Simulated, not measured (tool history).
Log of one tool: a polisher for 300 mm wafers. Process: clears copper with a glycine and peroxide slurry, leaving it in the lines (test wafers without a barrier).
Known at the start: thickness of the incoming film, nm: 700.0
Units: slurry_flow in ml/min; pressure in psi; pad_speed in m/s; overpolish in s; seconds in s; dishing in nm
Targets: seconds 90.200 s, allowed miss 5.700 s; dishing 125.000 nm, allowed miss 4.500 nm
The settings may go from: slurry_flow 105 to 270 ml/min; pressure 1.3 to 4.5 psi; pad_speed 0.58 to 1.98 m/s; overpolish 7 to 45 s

Run 1, hour 0.0: slurry_flow 175 ml/min, pressure 2.9 psi, pad_speed 1.28 m/s, overpolish 23 s. Result: seconds 101.110 s, dishing 92.272 nm.
Run 2, hour 5.8: slurry_flow 175 ml/min, pressure 2.3 psi, pad_speed 1.28 m/s, overpolish 23 s. Result: seconds 123.030 s, dishing 82.362 nm.
Run 3, hour 6.4: slurry_flow 175 ml/min, pressure 2.7 psi, pad_speed 1.28 m/s, overpolish 23 s. Result: seconds 106.330 s, dishing 88.541 nm.
Run 4, hour 10.5: slurry_flow 210 ml/min, pressure 2.7 psi, pad_speed 1.28 m/s, overpolish 23 s. Result: seconds 107.490 s, dishing 89.745 nm.
Run 5, hour 17.0: slurry_flow 210 ml/min, pressure 2.7 psi, pad_speed 1.28 m/s, overpolish 32 s. Result: seconds 100.460 s, dishing 107.720 nm.
Run 6, hour 19.8: slurry_flow 210 ml/min, pressure 2.7 psi, pad_speed 1.28 m/s, overpolish 33 s. Result: seconds 101.780 s, dishing 112.450 nm.
Run 7, hour 26.2: slurry_flow 210 ml/min, pressure 2.8 psi, pad_speed 1.28 m/s, overpolish 33 s. Result: seconds 100.180 s, dishing 110.490 nm.
Run 8, hour 29.4: slurry_flow 210 ml/min, pressure 2.9 psi, pad_speed 1.28 m/s, overpolish 34 s. Result: seconds 98.266 s, dishing 117.930 nm.
Run 9, hour 33.2: slurry_flow 210 ml/min, pressure 3.0 psi, pad_speed 1.28 m/s, overpolish 34 s. Result: seconds 99.488 s, dishing 119.000 nm.

4 next moves are on the table. One of them brings every result within its allowed miss. Which?
Run A, hour 37.0: slurry_flow 220 ml/min, pressure 3.1 psi, pad_speed 1.58 m/s, overpolish 27 s. Result: seconds ?, dishing ?.
Run B, hour 37.0: slurry_flow 260 ml/min, pressure 2.3 psi, pad_speed 1.72 m/s, overpolish 40 s. Result: seconds ?, dishing ?.
Run C, hour 37.0: slurry_flow 155 ml/min, pressure 3.6 psi, pad_speed 1.42 m/s, overpolish 36 s. Result: seconds ?, dishing ?.
Run D, hour 37.0: slurry_flow 140 ml/min, pressure 2.3 psi, pad_speed 1.54 m/s, overpolish 38 s. Result: seconds ?, dishing ?.

move  seconds  dishing
   A   80.769  117.740
   B   93.666  126.850
   C   80.592  137.610
   D  108.120  117.320
A: takes the result that was furthest off past its target
B: meets every target
C: takes the result that was furthest off past its target
D: further off than the last run
Move B is the one to make.
